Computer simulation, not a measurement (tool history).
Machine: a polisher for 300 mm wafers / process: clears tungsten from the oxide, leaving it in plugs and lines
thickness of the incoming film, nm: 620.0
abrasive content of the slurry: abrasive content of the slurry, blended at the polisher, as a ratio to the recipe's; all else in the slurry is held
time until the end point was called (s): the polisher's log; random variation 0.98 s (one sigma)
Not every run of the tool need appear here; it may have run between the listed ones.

run,hour,flow of slurry (ml/min),pressure of the wafer on the pad (kPa),speed of the pad under the wafer (cm/s),abrasive content of the slurry,overpolish time after the end point (s),time until the end point was called (s)
1,0,275,27.6,126,1,19,106.84
2,4.7,275,31,128,1,19,94.679
3,11,275,34.5,128,1,19,89.415
4,19.3,275,40.7,128,1,19,74.74
5,27.5,275,41.4,130,1,19,71.622
6,32.9,275,41.4,130,1,20,75.323

What will run 7 give?
7,36.5,275,41.4,134,1,20,?

time until the end point was called (s): 72.801
